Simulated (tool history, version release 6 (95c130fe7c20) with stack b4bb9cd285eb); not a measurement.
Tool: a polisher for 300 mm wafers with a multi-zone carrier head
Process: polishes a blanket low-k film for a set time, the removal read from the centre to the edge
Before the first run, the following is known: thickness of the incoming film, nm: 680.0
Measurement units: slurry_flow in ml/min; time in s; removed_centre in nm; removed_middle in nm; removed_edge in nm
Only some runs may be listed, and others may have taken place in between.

run	day	slurry_flow	centre_zone	middle_zone	edge_zone	slurry_solids	time	removed_centre	removed_middle	removed_edge
1	0.000	140	1.00	1.00	1.00	1.0	64	39.831	43.816	44.890
2	0.350	145	1.02	1.01	1.01	1.0	64	40.757	43.826	44.867
3	0.662	145	1.02	1.01	1.01	1.0	75	48.014	52.080	53.624
4	0.954	150	1.03	1.02	1.00	1.0	75	48.216	52.061	52.746
5	1.192	155	1.04	1.03	1.00	1.0	75	48.945	53.418	52.677
6	1.554	130	1.04	1.03	1.00	1.0	75	46.883	51.348	52.091
7	1.608	135	1.05	1.03	1.00	1.0	75	48.278	52.826	51.767
8	1.800	140	1.06	1.03	1.00	1.0	75	48.246	52.740	52.290

The next listed run, before its measurement:
# day 2.067: centre zone pressure recalibrated
9	2.067	145	1.07	1.03	1.00	1.0	75	?	?	?

{"run 9": {"removed_centre": 53.55, "removed_middle": 52.34, "removed_edge": 53.104}}

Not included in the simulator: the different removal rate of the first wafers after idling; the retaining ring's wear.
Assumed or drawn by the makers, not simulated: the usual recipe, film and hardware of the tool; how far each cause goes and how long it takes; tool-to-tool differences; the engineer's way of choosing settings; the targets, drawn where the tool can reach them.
